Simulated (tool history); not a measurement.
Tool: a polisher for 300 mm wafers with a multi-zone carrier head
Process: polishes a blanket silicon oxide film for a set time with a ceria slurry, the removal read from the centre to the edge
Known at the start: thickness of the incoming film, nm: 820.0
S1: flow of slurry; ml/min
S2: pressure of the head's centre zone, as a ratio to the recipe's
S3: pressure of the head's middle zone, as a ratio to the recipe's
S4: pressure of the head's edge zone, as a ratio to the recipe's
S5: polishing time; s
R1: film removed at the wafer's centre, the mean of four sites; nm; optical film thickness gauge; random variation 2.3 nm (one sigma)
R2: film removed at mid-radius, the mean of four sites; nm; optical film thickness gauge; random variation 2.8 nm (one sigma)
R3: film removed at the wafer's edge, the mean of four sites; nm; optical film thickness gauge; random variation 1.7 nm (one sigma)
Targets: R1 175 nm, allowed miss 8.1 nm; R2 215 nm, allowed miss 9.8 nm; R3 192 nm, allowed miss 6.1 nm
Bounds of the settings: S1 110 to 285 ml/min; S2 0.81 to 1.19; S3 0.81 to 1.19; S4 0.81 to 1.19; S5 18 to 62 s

run 1 hour=0 | S1=180 S2=1 S3=1 S4=1 S5=40 | R1=168.34 R2=168.5 R3=169.3
run 2 hour=0.6 | S1=190 S2=0.99 S3=1.03 S4=1.02 S5=40 | R1=166.13 R2=173.53 R3=172.37
run 3 hour=4 | S1=190 S2=0.94 S3=1.03 S4=1.02 S5=40 | R1=158.75 R2=171.13 R3=173.36
run 4 hour=12.4 | S1=190 S2=0.88 S3=1.03 S4=1.02 S5=40 | R1=151.35 R2=171.39 R3=169.88
run 5 hour=20.1 | S1=190 S2=0.88 S3=1.03 S4=1.02 S5=35 | R1=130.4 R2=151.37 R3=149.04
run 6 hour=25.8 | S1=190 S2=0.88 S3=1.03 S4=1.02 S5=29 | R1=106.29 R2=125.68 R3=126.24
run 7 hour=33 | S1=200 S2=0.89 S3=1.06 S4=1.03 S5=32 | R1=120.81 R2=140.83 R3=139.72
run 8 hour=35.9 | S1=200 S2=0.89 S3=1.08 S4=1.02 S5=34 | R1=129.6 R2=154.53 R3=148.78
run 9 hour=44.7 | S1=205 S2=0.9 S3=1.1 S4=1.02 S5=35 | R1=134.74 R2=161.44 R3=154.16
run 10 hour=50.4 | S1=210 S2=0.91 S3=1.12 S4=1.02 S5=36 | R1=141.25 R2=167.92 R3=157.07
run 11 hour=55.1 | S1=215 S2=0.91 S3=1.13 S4=1.02 S5=37 | R1=145.93 R2=175.79 R3=160.77
run 12 hour=58.8 | S1=220 S2=0.91 S3=1.14 S4=1.03 S5=38 | R1=151.11 R2=179.87 R3=165.72
run 13 hour=64.8 | S1=220 S2=0.91 S3=1.15 S4=1.03 S5=39 | R1=154.9 R2=185.92 R3=172.81

4 next moves are on the table. One of them brings every result within its allowed miss. Which?
run A hour=70.8 | S1=205 S2=1.04 S3=0.89 S4=1.19 S5=39 | R1=? R2=? R3=?
run B hour=70.8 | S1=185 S2=1.05 S3=1 S4=1.15 S5=42 | R1=? R2=? R3=?
run C hour=70.8 | S1=270 S2=1.14 S3=1.03 S4=0.94 S5=34 | R1=? R2=? R3=?
run D hour=70.8 | S1=285 S2=0.91 S3=1.19 S4=1.04 S5=43 | R1=? R2=? R3=?

move=A R1=175.22 R2=145.32 R3=186.15
move=B R1=187.93 R2=170.29 R3=194.77
move=C R1=173.52 R2=147.63 R3=147.41
move=D R1=176.11 R2=212.66 R3=196.08
A: brings the result that was furthest off to its target, and leaves another outside
B: brings the result that was furthest off to its target, and leaves another outside
C: further off than the last run
D: meets every target
Answer: D

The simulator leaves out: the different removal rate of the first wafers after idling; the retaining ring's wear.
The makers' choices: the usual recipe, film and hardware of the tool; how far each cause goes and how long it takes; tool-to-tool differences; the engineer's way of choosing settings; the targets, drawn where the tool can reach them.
